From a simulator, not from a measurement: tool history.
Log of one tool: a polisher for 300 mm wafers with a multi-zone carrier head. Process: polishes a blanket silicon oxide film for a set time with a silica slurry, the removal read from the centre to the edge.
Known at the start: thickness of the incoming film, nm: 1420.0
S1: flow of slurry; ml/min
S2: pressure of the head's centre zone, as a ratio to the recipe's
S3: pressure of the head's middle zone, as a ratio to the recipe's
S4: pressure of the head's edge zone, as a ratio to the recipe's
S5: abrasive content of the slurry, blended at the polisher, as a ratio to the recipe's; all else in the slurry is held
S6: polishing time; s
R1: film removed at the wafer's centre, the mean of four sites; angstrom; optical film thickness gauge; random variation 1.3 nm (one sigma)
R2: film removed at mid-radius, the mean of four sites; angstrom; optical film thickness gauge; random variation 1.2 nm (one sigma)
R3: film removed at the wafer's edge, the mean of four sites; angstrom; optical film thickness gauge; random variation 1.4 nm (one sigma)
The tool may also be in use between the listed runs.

Run 1, hour 0.0: S1 210 ml/min, S2 1.00, S3 1.00, S4 1.00, S5 1.00, S6 67 s. Result: R1 2349.5 angstrom, R2 2511.9 angstrom, R3 2417.6 angstrom.
Run 2, hour 8.9: S1 210 ml/min, S2 0.98, S3 1.01, S4 0.96, S5 0.90, S6 63 s. Result: R1 2149.6 angstrom, R2 2299.8 angstrom, R3 2168.3 angstrom.
Run 3, hour 11.1: S1 230 ml/min, S2 0.98, S3 1.01, S4 0.96, S5 0.90, S6 63 s. Result: R1 2175.2 angstrom, R2 2322.4 angstrom, R3 2252.9 angstrom.
Run 4, hour 14.7: S1 205 ml/min, S2 0.96, S3 1.03, S4 0.94, S5 0.80, S6 60 s. Result: R1 1898.5 angstrom, R2 2133.8 angstrom, R3 1974.6 angstrom.
Run 5, hour 22.2: S1 190 ml/min, S2 0.95, S3 1.04, S4 0.92, S5 0.75, S6 58 s. Result: R1 1808.0 angstrom, R2 2045.6 angstrom, R3 1822.0 angstrom.
Run 6, hour 26.9: S1 175 ml/min, S2 0.93, S3 1.04, S4 0.90, S5 0.70, S6 56 s. Result: R1 1586.7 angstrom, R2 1907.9 angstrom, R3 1706.4 angstrom.
Run 7, hour 28.1: S1 165 ml/min, S2 0.93, S3 1.05, S4 0.88, S5 0.65, S6 55 s. Result: R1 1532.2 angstrom, R2 1808.3 angstrom, R3 1629.0 angstrom.

Forecast run 8:
Run 8, hour 32.4: S1 170 ml/min, S2 0.93, S3 1.07, S4 0.87, S5 0.60, S6 53 s. Result: R1 ?, R2 ?, R3 ?.

R1: 1458.0 angstrom
R2: 1729.6 angstrom
R3: 1526.2 angstrom
